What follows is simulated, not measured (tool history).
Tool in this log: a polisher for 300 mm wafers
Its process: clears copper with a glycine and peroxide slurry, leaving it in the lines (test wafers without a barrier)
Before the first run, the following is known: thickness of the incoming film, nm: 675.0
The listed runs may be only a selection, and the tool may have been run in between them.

| run | hour | flow of slurry (ml/min) | pressure of the wafer on the pad (kPa) | speed of the pad under the wafer (cm/s) | overpolish time after the end point (s) | time until the end point was called (s) | dishing of a wide line in a test structure (nm) |
|---|---|---|---|---|---|---|---|
| 1 | 0 | 260 | 14.5 | 108 | 27 | 141.15 | 68.598 |
| 2 | 7.1 | 260 | 14.5 | 130 | 27 | 122.47 | 76.314 |
| 3 | 13.9 | 260 | 14.5 | 130 | 33 | 122.17 | 85.705 |
| 4 | 21.9 | 260 | 14.5 | 130 | 38 | 122.32 | 92.384 |
| 5 | 28 | 205 | 14.5 | 130 | 38 | 124.47 | 91.467 |
| 6 | 36.4 | 205 | 12.4 | 128 | 38 | 143.89 | 83.212 |
| 7 | 42.6 | 205 | 11 | 128 | 37 | 159.28 | 75.763 |

For run 8, what comes out?
| 8 | 49.4 | 205 | 7.6 | 128 | 34 | ? | ? |

Logged for run 8: time until the end point was called (s) 207.53, dishing of a wide line in a test structure (nm) 57.968.

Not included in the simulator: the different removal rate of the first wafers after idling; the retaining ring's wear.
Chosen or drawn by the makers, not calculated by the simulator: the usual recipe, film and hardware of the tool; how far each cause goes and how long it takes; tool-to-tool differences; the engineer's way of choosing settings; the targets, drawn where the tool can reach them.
